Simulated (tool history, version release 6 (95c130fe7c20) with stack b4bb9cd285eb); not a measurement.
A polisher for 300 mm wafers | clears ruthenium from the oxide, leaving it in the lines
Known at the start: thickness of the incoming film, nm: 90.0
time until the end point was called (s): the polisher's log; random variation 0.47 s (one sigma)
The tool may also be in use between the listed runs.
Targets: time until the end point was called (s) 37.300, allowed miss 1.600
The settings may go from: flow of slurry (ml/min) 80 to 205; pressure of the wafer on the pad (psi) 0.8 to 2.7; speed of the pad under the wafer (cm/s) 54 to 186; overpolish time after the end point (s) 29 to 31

run  hour  flow of slurry (ml/min)  pressure of the wafer on the pad (psi)  speed of the pad under the wafer (cm/s)  overpolish time after the end point (s)  time until the end point was called (s)
  1   0.0                      135                                     1.7                                      118                                       29                                   69.327
  2   8.4                      135                                     1.8                                      118                                       29                                   66.242
  3  16.0                      135                                     2.1                                      118                                       29                                   57.452
  4  23.3                      135                                     2.1                                      118                                       31                                   58.220
  5  24.0                      150                                     2.1                                      118                                       31                                   57.043
  6  31.1                      150                                     2.2                                      120                                       31                                   52.677
  7  36.2                      150                                     2.2                                      120                                       31                                   52.421
  8  45.2                      150                                     2.2                                      120                                       31                                   53.888
  9  47.7                      150                                     2.3                                      122                                       31                                   49.386
 10  52.9                      150                                     2.4                                      124                                       31                                   47.309
 11  59.2                      150                                     2.4                                      124                                       31                                   47.755
 12  63.6                      150                                     2.4                                      126                                       31                                   45.601
 13  71.1                      155                                     2.6                                      130                                       31                                   41.894
 14  78.8                      155                                     2.6                                      132                                       31                                   40.605

5 next moves are on the table. One of them brings every result within its allowed miss. Which?
  A  86.5                      175                                     2.6                                      160                                       30                                        ?
  B  86.5                      155                                     2.5                                      122                                       29                                        ?
  C  86.5                      185                                     2.7                                      134                                       29                                        ?
  D  86.5                      180                                     2.7                                      150                                       31                                        ?
  E  86.5                      145                                     2.7                                      120                                       30                                        ?

move  time until the end point was called (s)
   A                                   33.339
   B                                   45.962
   C                                   37.898
   D                                   34.082
   E                                   43.788
A: takes the result that was furthest off past its target
B: further off than the last run
C: meets every target
D: takes the result that was furthest off past its target
E: further off than the last run
Answer: C

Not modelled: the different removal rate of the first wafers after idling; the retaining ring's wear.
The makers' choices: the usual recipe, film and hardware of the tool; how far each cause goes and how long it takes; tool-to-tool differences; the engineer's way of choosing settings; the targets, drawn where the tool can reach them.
